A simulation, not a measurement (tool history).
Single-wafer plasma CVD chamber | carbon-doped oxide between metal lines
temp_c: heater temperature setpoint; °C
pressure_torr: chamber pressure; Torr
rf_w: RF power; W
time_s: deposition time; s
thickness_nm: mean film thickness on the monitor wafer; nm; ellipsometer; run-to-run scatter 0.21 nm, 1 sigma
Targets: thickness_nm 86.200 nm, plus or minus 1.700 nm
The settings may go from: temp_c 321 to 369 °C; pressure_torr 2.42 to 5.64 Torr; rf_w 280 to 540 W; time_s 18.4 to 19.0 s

run 1 hour=0.0 | temp_c=345 pressure_torr=4.03 rf_w=410 time_s=18.4 | thickness_nm=71.741
run 2 hour=2.1 | temp_c=344 pressure_torr=4.11 rf_w=415 time_s=18.4 | thickness_nm=72.938
run 3 hour=2.8 | temp_c=344 pressure_torr=4.11 rf_w=390 time_s=18.4 | thickness_nm=69.018
run 4 hour=10.9 | temp_c=344 pressure_torr=4.11 rf_w=425 time_s=18.4 | thickness_nm=74.631
run 5 hour=11.5 | temp_c=344 pressure_torr=3.86 rf_w=425 time_s=18.4 | thickness_nm=74.004
run 6 hour=19.2 | temp_c=343 pressure_torr=3.92 rf_w=430 time_s=18.4 | thickness_nm=74.663
run 7 hour=21.9 | temp_c=343 pressure_torr=4.02 rf_w=435 time_s=18.4 | thickness_nm=75.882
run 8 hour=30.0 | temp_c=343 pressure_torr=4.02 rf_w=435 time_s=18.4 | thickness_nm=76.101
run 9 hour=32.3 | temp_c=342 pressure_torr=4.11 rf_w=440 time_s=18.4 | thickness_nm=76.944
run 10 hour=35.1 | temp_c=341 pressure_torr=4.16 rf_w=445 time_s=18.4 | thickness_nm=78.127

Below are 5 possible settings for the next run. Only one of them brings all results inside the allowed miss of their targets. Which is it?
run A hour=37.9 | temp_c=336 pressure_torr=3.62 rf_w=475 time_s=18.4 | thickness_nm=?
run B hour=37.9 | temp_c=322 pressure_torr=3.99 rf_w=440 time_s=18.7 | thickness_nm=?
run C hour=37.9 | temp_c=345 pressure_torr=4.02 rf_w=410 time_s=18.4 | thickness_nm=?
run D hour=37.9 | temp_c=338 pressure_torr=3.93 rf_w=475 time_s=19.0 | thickness_nm=?
run E hour=37.9 | temp_c=348 pressure_torr=4.24 rf_w=525 time_s=19.0 | thickness_nm=?

move=A thickness_nm=83.002
move=B thickness_nm=83.252
move=C thickness_nm=72.057
move=D thickness_nm=85.916
move=E thickness_nm=90.989
A: closes in on the targets versus the last run, not all within tolerance yet
B: closes in on the targets versus the last run, not all within tolerance yet
C: lands further from the targets than the last run did
D: each result inside its tolerance
E: takes the biggest miss from the last run beyond its target
D is the move that brings every result within its allowed miss.
